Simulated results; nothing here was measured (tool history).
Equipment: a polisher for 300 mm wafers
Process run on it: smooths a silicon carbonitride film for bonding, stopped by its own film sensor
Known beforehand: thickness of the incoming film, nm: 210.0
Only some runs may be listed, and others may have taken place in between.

run,hour,flow of slurry (ml/min),pressure of the wafer on the pad (psi),speed of the pad under the wafer (m/s),abrasive content of the slurry,target thickness at which the film sensor stops the polish (angstrom),time until the film sensor stopped the polish (s)
1,0,195,2.1,1.16,1,1830,96.908
2,7.6,195,1.8,1.06,1,1830,123.59
3,8.6,195,1.8,1.28,1,1830,110.99
4,13.6,195,1.6,1.2,1,1830,125.74
5,14.6,195,1.4,1.12,1,1830,149.28
6,15.2,195,1.4,1.12,1,1820,156.57

Run 7, settings as shown, results not yet in. Your forecast:
7,21.2,195,1.3,1.08,1,1820,?

time until the film sensor stopped the polish (s): 171.53
